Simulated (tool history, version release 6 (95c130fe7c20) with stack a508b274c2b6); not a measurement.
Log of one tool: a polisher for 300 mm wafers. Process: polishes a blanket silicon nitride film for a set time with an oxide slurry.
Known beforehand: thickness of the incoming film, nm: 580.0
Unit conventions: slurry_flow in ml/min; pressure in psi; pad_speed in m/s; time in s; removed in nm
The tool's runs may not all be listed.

run  hour  slurry_flow  pressure  pad_speed  slurry_solids  time  removed
  1   0.0          180       3.3       1.16            1.0    33   19.248
  2   1.3          180       4.1       1.16            1.0    33   24.649
  3   8.2          180       4.1       0.90            1.0    33   20.402
  4   9.1          180       4.4       0.90            1.0    33   22.040
  5   9.7          180       3.9       0.90            1.0    33   19.486
  6  15.8          175       3.6       0.90            1.0    33   18.095
  7  21.1          175       3.3       0.90            1.0    33   16.421
  8  27.2          175       3.1       0.90            1.0    33   15.803
  9  27.8          160       2.1       0.88            1.0    33   10.441
 10  31.6          175       2.1       0.88            1.0    33   10.532

Run 11 comes next. What will it give?
 11  40.2          175       2.2       0.88            1.0    33        ?

removed: 11.043 nm

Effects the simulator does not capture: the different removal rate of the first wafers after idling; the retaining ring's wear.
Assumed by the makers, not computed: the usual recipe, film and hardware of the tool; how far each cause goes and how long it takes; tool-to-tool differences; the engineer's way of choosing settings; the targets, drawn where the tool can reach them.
